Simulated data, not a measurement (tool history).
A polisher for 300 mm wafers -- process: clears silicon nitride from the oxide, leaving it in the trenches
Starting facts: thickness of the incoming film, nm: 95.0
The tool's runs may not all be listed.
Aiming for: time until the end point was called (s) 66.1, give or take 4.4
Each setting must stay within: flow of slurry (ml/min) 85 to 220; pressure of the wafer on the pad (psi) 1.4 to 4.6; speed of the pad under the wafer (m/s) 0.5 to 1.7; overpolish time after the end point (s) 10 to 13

| run | hour | flow of slurry (ml/min) | pressure of the wafer on the pad (psi) | speed of the pad under the wafer (m/s) | overpolish time after the end point (s) | time until the end point was called (s) |
|---|---|---|---|---|---|---|
| 1 | 0 | 140 | 3 | 1.1 | 13 | 89.991 |
| 2 | 2 | 140 | 3.3 | 1.1 | 13 | 79.267 |
| 3 | 10.2 | 175 | 3.3 | 1.1 | 13 | 79.999 |
| 4 | 17.4 | 175 | 2.8 | 1.1 | 13 | 92.141 |
| 5 | 19.6 | 175 | 3 | 1.12 | 13 | 85.965 |
| 6 | 27.3 | 175 | 3 | 1.12 | 13 | 87.871 |
| 7 | 34.8 | 175 | 3.1 | 1.14 | 13 | 81.414 |
| 8 | 40.9 | 175 | 3.2 | 1.14 | 13 | 80.128 |
| 9 | 42.7 | 175 | 3.3 | 1.14 | 13 | 74.313 |
| 10 | 51.1 | 175 | 3.4 | 1.14 | 13 | 75.397 |
| 11 | 55.9 | 175 | 3.5 | 1.14 | 13 | 72.755 |
| 12 | 64.3 | 175 | 3.6 | 1.14 | 13 | 71.635 |

Which one of the following 4 next-run settings gets every result inside its allowed miss? There is exactly one.
| A | 72.7 | 180 | 3.5 | 1 | 12 | ? |
| B | 72.7 | 165 | 3.4 | 1.02 | 10 | ? |
| C | 72.7 | 180 | 3.6 | 1.24 | 12 | ? |
| D | 72.7 | 145 | 4.4 | 1.24 | 11 | ? |

| move | time until the end point was called (s) |
|---|---|
| A | 81.537 |
| B | 83.316 |
| C | 66.083 |
| D | 55.703 |
A: further off than the last run
B: further off than the last run
C: all results in spec
D: takes the biggest miss from the last run beyond its target
Go with C: it meets all targets.
